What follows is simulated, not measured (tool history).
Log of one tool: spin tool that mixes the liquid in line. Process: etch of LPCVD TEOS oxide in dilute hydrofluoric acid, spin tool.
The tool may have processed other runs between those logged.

| run | hour | temperature setpoint of the liquid (K) | parts of water to one part of 49 % hydrofluoric acid (parts by volume) | time under the liquid (s) | thickness taken off the LPCVD TEOS oxide on a monitor wafer (Å) |
|---|---|---|---|---|---|
| 1 | 0 | 295.15 | 150 | 45 | 103.06 |
| 2 | 6.3 | 292.65 | 150 | 45 | 93.529 |
| 3 | 8.6 | 292.65 | 100 | 45 | 147.35 |
| 4 | 14.9 | 292.15 | 115 | 45 | 125.48 |
| 5 | 21.3 | 291.65 | 125 | 45 | 112.47 |
| 6 | 26.8 | 291.65 | 100 | 45 | 143.46 |
| 7 | 33.5 | 291.15 | 115 | 45 | 119.89 |
| 8 | 37.9 | 291.15 | 125 | 45 | 107.94 |
| 9 | 41.8 | 291.15 | 130 | 45 | 102.83 |

The next listed run, before its measurement:
| 10 | 44.2 | 291.15 | 135 | 45 | ? |

Run 10 came out at thickness taken off the LPCVD TEOS oxide on a monitor wafer (Å) 99.06.

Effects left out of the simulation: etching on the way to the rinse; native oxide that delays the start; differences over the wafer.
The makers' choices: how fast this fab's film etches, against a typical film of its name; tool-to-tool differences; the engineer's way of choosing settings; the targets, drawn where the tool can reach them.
